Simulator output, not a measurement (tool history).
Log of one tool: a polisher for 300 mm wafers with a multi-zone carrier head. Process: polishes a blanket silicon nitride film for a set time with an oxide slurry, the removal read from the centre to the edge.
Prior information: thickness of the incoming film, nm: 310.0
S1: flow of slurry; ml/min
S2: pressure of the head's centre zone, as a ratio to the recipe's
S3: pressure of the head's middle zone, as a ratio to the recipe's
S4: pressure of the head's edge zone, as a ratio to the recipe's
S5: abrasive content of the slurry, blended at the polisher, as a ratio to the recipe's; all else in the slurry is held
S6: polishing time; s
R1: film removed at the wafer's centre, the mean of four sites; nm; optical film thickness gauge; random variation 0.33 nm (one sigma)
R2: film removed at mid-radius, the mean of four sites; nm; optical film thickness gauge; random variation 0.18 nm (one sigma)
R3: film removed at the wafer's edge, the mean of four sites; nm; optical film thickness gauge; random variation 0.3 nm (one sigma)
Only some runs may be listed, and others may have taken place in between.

run 1 hour=0 | S1=290 S2=1 S3=1 S4=1 S5=1 S6=32 | R1=21.324 R2=20.777 R3=20.217
run 2 hour=4.4 | S1=290 S2=1.04 S3=1 S4=1 S5=1 S6=32 | R1=22.013 R2=20.887 R3=20.003
run 3 hour=7.8 | S1=290 S2=1.04 S3=1 S4=1 S5=1.15 S6=32 | R1=23.737 R2=22.299 R3=21.748
run 4 hour=13.4 | S1=290 S2=1.04 S3=1 S4=1.07 S5=1.15 S6=32 | R1=23.851 R2=22.508 R3=22.121
run 5 hour=15.6 | S1=290 S2=1.02 S3=0.97 S4=1.09 S5=1.2 S6=33 | R1=24.167 R2=22.826 R3=24.135
run 6 hour=17.1 | S1=295 S2=1.03 S3=0.96 S4=1.11 S5=1.25 S6=34 | R1=25.988 R2=24.258 R3=25.487
run 7 hour=18 | S1=295 S2=1.03 S3=0.96 S4=1.11 S5=1.25 S6=34 | R1=26.124 R2=24.121 R3=25.161
run 8 hour=26.9 | S1=285 S2=1.02 S3=0.94 S4=1.12 S5=1.3 S6=35 | R1=26.739 R2=25.057 R3=26.58
run 9 hour=30.9 | S1=305 S2=1.02 S3=0.92 S4=1.13 S5=1.35 S6=35 | R1=28.316 R2=24.799 R3=27.777

Run 10 comes next. What will it give?
-- hour=34.4 edge zone pressure recalibrated
run 10 hour=34.4 | S1=325 S2=1.01 S3=0.92 S4=1.14 S5=1.4 S6=35 | R1=? R2=? R3=?

Run 10 yielded R1 28.494 nm, R2 25.209 nm, R3 29.701 nm.
